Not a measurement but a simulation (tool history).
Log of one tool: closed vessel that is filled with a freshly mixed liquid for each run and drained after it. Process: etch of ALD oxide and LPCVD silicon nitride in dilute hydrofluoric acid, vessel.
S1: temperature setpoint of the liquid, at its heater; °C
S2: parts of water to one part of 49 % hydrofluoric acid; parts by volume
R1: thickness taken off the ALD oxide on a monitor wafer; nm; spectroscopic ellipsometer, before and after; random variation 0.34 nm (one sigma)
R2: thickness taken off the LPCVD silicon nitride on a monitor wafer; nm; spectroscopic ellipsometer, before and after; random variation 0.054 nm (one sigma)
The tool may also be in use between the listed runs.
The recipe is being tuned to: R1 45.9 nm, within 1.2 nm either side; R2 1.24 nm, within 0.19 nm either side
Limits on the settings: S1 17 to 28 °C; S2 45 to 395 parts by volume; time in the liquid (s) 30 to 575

{"run": 1, "hour": 0.0, "S1": 20, "S2": 220, "time in the liquid (s)": 295, "R1": 20.726, "R2": 0.47108}
{"run": 2, "hour": 3.0, "S1": 18, "S2": 220, "time in the liquid (s)": 295, "R1": 19.16, "R2": 0.4498}
{"run": 3, "hour": 9.1, "S1": 19.5, "S2": 220, "time in the liquid (s)": 295, "R1": 20.247, "R2": 0.46804}
{"run": 4, "hour": 12.6, "S1": 19.5, "S2": 290, "time in the liquid (s)": 295, "R1": 14.673, "R2": 0.35688}
{"run": 5, "hour": 18.6, "S1": 20.5, "S2": 265, "time in the liquid (s)": 295, "R1": 16.751, "R2": 0.40063}
{"run": 6, "hour": 24.8, "S1": 21.5, "S2": 245, "time in the liquid (s)": 295, "R1": 19.379, "R2": 0.53076}
{"run": 7, "hour": 25.8, "S1": 21.5, "S2": 220, "time in the liquid (s)": 295, "R1": 21.912, "R2": 0.55855}
{"run": 8, "hour": 32.9, "S1": 22, "S2": 205, "time in the liquid (s)": 295, "R1": 24.097, "R2": 0.60669}
{"run": 9, "hour": 35.7, "S1": 22.5, "S2": 190, "time in the liquid (s)": 295, "R1": 27.089, "R2": 0.6122}
{"run": 10, "hour": 41.0, "S1": 23.5, "S2": 185, "time in the liquid (s)": 300, "R1": 28.987, "R2": 0.73284}
{"run": 11, "hour": 45.9, "S1": 24, "S2": 175, "time in the liquid (s)": 300, "R1": 31.927, "R2": 0.78433}
{"run": 12, "hour": 49.8, "S1": 24.5, "S2": 170, "time in the liquid (s)": 300, "R1": 34.117, "R2": 0.81481}
{"run": 13, "hour": 52.4, "S1": 24.5, "S2": 170, "time in the liquid (s)": 300, "R1": 33.842, "R2": 0.84059}
{"run": 14, "hour": 61.3, "S1": 25, "S2": 165, "time in the liquid (s)": 300, "R1": 35.933, "R2": 0.85428}
{"run": 15, "hour": 63.8, "S1": 25.5, "S2": 165, "time in the liquid (s)": 300, "R1": 36.478, "R2": 0.9645}
{"run": 16, "hour": 66.9, "S1": 26, "S2": 160, "time in the liquid (s)": 300, "R1": 38.77, "R2": 0.95701}

Pick the move, out of 4, that brings all results within their allowed miss; only one does.
{"run": "A", "hour": 70.0, "S1": 24.5, "S2": 160, "time in the liquid (s)": 400, "R1": "?", "R2": "?"}
{"run": "B", "hour": 70.0, "S1": 28, "S2": 175, "time in the liquid (s)": 350, "R1": "?", "R2": "?"}
{"run": "C", "hour": 70.0, "S1": 25.5, "S2": 150, "time in the liquid (s)": 355, "R1": "?", "R2": "?"}
{"run": "D", "hour": 70.0, "S1": 25.5, "S2": 195, "time in the liquid (s)": 460, "R1": "?", "R2": "?"}

move=A R1=48.481 R2=1.269
move=B R1=43.358 R2=1.2647
move=C R1=48.217 R2=1.2799
move=D R1=45.636 R2=1.277
A: moves the result that the last run missed by most past its target, out the other side
B: gains on the last run, yet a result remains outside its allowed miss
C: moves the result that the last run missed by most past its target, out the other side
D: all results in spec
D meets every target.
